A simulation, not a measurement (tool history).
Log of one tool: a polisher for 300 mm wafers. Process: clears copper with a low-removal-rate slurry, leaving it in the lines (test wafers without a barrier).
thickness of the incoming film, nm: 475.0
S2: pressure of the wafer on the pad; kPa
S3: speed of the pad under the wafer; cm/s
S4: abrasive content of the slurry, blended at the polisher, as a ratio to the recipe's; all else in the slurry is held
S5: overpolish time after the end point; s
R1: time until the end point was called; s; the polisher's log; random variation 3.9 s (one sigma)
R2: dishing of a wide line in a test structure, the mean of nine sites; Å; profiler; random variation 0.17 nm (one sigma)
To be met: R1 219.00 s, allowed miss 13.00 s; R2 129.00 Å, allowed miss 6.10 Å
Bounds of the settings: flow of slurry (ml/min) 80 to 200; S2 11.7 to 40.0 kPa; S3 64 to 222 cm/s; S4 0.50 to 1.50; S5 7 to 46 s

Run 1, day 0.000: flow of slurry (ml/min) 130, S2 25.5 kPa, S3 142 cm/s, S4 1.00, S5 24 s. Result: R1 103.14 s, R2 551.46 Å.
Run 2, day 0.054: flow of slurry (ml/min) 130, S2 20.7 kPa, S3 142 cm/s, S4 1.00, S5 24 s. Result: R1 122.33 s, R2 482.08 Å.
Run 3, day 0.138: flow of slurry (ml/min) 130, S2 20.7 kPa, S3 142 cm/s, S4 1.00, S5 28 s. Result: R1 121.03 s, R2 523.61 Å.
Run 4, day 0.179: flow of slurry (ml/min) 125, S2 17.9 kPa, S3 120 cm/s, S4 1.00, S5 22 s. Result: R1 160.11 s, R2 380.32 Å.
Run 5, day 0.412: flow of slurry (ml/min) 110, S2 15.9 kPa, S3 104 cm/s, S4 1.15, S5 18 s. Result: R1 198.90 s, R2 278.43 Å.
Run 6, day 0.442: flow of slurry (ml/min) 100, S2 14.5 kPa, S3 100 cm/s, S4 1.25, S5 15 s. Result: R1 230.37 s, R2 214.74 Å.
Run 7, day 0.512: flow of slurry (ml/min) 95, S2 13.8 kPa, S3 106 cm/s, S4 1.30, S5 13 s. Result: R1 223.22 s, R2 194.37 Å.
Run 8, day 0.642: flow of slurry (ml/min) 90, S2 13.1 kPa, S3 110 cm/s, S4 1.35, S5 11 s. Result: R1 224.87 s, R2 170.28 Å.
Run 9, day 0.771: flow of slurry (ml/min) 85, S2 12.4 kPa, S3 114 cm/s, S4 1.40, S5 10 s. Result: R1 220.67 s, R2 152.09 Å.
Run 10, day 0.925: flow of slurry (ml/min) 85, S2 12.4 kPa, S3 114 cm/s, S4 1.40, S5 9 s. Result: R1 221.36 s, R2 140.42 Å.
Run 11, day 1.254: flow of slurry (ml/min) 85, S2 12.4 kPa, S3 116 cm/s, S4 1.40, S5 9 s. Result: R1 221.80 s, R2 138.90 Å.
Run 12, day 1.296: flow of slurry (ml/min) 85, S2 12.4 kPa, S3 118 cm/s, S4 1.40, S5 9 s. Result: R1 213.01 s, R2 141.31 Å.
Run 13, day 1.342: flow of slurry (ml/min) 85, S2 11.7 kPa, S3 118 cm/s, S4 1.45, S5 9 s. Result: R1 223.86 s, R2 140.21 Å.

Which of these 4 next moves meets every target?
Run A, day 1.388: flow of slurry (ml/min) 80, S2 11.7 kPa, S3 110 cm/s, S4 1.45, S5 11 s. Result: R1 ?, R2 ?.
Run B, day 1.388: flow of slurry (ml/min) 130, S2 11.7 kPa, S3 110 cm/s, S4 1.50, S5 8 s. Result: R1 ?, R2 ?.
Run C, day 1.388: flow of slurry (ml/min) 125, S2 11.7 kPa, S3 104 cm/s, S4 1.50, S5 11 s. Result: R1 ?, R2 ?.
Run D, day 1.388: flow of slurry (ml/min) 80, S2 12.4 kPa, S3 112 cm/s, S4 1.50, S5 10 s. Result: R1 ?, R2 ?.

move      R1      R2
   A  246.81  153.85
   B  218.05  129.34
   C  231.89  162.52
   D  230.71  150.24
A: further off than the last run
B: meets every target
C: further off than the last run
D: further off than the last run
The right move is B.
